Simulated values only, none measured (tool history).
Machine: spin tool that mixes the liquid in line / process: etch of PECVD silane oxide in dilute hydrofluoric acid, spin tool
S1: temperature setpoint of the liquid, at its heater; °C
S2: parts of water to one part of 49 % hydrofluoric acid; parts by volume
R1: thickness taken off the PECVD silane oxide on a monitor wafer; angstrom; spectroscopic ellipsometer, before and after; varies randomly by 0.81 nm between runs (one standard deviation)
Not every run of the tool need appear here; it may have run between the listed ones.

run 1 hour=0.0 | S1=20.0 S2=130 time_under_the_liquid_(s)=115 | R1=260.96
run 2 hour=1.3 | S1=22.0 S2=100 time_under_the_liquid_(s)=115 | R1=370.17
run 3 hour=5.2 | S1=22.0 S2=80 time_under_the_liquid_(s)=115 | R1=479.27
run 4 hour=7.5 | S1=23.5 S2=70 time_under_the_liquid_(s)=115 | R1=596.39
run 5 hour=12.7 | S1=23.5 S2=90 time_under_the_liquid_(s)=115 | R1=449.43
run 6 hour=18.3 | S1=24.5 S2=75 time_under_the_liquid_(s)=115 | R1=571.66

Run 7 has not been measured yet. What should we expect?
run 7 hour=24.4 | S1=25.5 S2=70 time_under_the_liquid_(s)=115 | R1=?

Logged for run 7: R1 639.95 angstrom.
